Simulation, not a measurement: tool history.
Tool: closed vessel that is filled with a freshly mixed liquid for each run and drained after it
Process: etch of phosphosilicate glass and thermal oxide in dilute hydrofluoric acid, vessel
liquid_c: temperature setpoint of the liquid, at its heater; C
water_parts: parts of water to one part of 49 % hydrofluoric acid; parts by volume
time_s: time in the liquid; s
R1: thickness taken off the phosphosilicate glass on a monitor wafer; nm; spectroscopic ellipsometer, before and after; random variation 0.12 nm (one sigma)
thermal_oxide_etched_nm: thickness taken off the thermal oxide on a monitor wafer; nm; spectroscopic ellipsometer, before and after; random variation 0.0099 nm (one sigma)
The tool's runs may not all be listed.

Run 1, hour 0: liquid_c 22 C, water_parts 145 parts by volume, time_s 115 s. Result: R1 47.32 nm, thermal_oxide_etched_nm 2.951 nm.
Run 2, hour 7.8: liquid_c 22 C, water_parts 145 parts by volume, time_s 140 s. Result: R1 56.534 nm, thermal_oxide_etched_nm 3.562 nm.
Run 3, hour 10.7: liquid_c 20.5 C, water_parts 180 parts by volume, time_s 130 s. Result: R1 38.281 nm, thermal_oxide_etched_nm 2.4694 nm.
Run 4, hour 17: liquid_c 20 C, water_parts 205 parts by volume, time_s 115 s. Result: R1 28.919 nm, thermal_oxide_etched_nm 1.8108 nm.
Run 5, hour 25.5: liquid_c 20 C, water_parts 250 parts by volume, time_s 115 s. Result: R1 22.917 nm, thermal_oxide_etched_nm 1.4391 nm.
Run 6, hour 29.7: liquid_c 19 C, water_parts 250 parts by volume, time_s 105 s. Result: R1 19.675 nm, thermal_oxide_etched_nm 1.2322 nm.
Run 7, hour 37.9: liquid_c 18.5 C, water_parts 250 parts by volume, time_s 100 s. Result: R1 18.428 nm, thermal_oxide_etched_nm 1.1784 nm.

The next listed run, before its measurement:
Run 8, hour 45.2: liquid_c 18.5 C, water_parts 250 parts by volume, time_s 95 s. Result: R1 ?, thermal_oxide_etched_nm ?.

{"run 8": {"R1": 17.517, "thermal_oxide_etched_nm": 1.1153}}

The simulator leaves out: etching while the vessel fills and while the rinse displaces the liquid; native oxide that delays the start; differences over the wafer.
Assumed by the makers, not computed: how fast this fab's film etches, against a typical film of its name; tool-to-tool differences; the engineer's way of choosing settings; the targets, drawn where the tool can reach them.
